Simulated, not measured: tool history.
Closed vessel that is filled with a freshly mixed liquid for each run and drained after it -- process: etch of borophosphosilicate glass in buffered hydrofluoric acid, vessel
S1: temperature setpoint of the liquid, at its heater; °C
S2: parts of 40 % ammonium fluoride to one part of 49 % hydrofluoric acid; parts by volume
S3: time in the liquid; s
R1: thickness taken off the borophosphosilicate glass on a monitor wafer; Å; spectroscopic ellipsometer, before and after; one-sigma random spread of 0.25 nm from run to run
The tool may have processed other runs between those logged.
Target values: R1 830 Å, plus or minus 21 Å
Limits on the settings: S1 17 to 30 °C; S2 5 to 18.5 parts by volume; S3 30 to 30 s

run,hour,S1,S2,S3,R1
1,0,22,11.5,30,334.55
2,6,24,10,30,426.94
3,12.2,25.5,9,30,496.03
4,14.8,26.5,8,30,593.31
5,20.6,26.5,8,30,594.12
6,24.3,29,8,30,679.3
7,28.3,29,7.5,30,724.42
8,34.3,30,6.5,30,874.71
9,40,29.5,6.5,30,856.35

4 next moves are on the table. One of them brings every result within its allowed miss. Which?
A,45.7,29,7,30,?
B,45.7,28.5,6,30,?
C,45.7,30,6.5,30,?
D,45.7,30,7,30,?

move,R1
A,782.68
B,873.53
C,880.01
D,824.41
A: takes the result that was furthest off past its target
B: lands further from the targets than the last run did
C: lands further from the targets than the last run did
D: each result inside its tolerance
Go with D: it meets all targets.

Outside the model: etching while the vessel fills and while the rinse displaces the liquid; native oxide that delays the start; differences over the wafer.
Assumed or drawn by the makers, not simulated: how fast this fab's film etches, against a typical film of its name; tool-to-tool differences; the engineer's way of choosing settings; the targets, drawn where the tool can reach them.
